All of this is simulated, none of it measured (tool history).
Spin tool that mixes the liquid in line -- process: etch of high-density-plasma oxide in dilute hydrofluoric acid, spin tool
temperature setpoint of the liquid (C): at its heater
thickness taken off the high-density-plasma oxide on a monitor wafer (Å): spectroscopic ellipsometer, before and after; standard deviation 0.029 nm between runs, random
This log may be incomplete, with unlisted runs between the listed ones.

run  hour  temperature setpoint of the liquid (C)  parts of water to one part of 49 % hydrofluoric acid (parts by volume)  time under the liquid (s)  thickness taken off the high-density-plasma oxide on a monitor wafer (Å)
  1   0.0                                    23.0                                                                     265                         70                                                                    10.722
  2   2.5                                    23.0                                                                     210                         70                                                                    13.907
  3   6.6                                    24.0                                                                     190                         70                                                                    16.367
  4   8.0                                    27.0                                                                     190                         70                                                                    18.365
  5  15.8                                    27.5                                                                     175                         70                                                                    20.734
  6  19.8                                    29.0                                                                     175                         70                                                                    21.751
  7  22.0                                    29.5                                                                     165                         70                                                                    23.862

Run 8 is up next; what results do you expect?
  8  29.9                                    29.5                                                                     160                         70                                                                         ?

thickness taken off the high-density-plasma oxide on a monitor wafer (Å): 24.769

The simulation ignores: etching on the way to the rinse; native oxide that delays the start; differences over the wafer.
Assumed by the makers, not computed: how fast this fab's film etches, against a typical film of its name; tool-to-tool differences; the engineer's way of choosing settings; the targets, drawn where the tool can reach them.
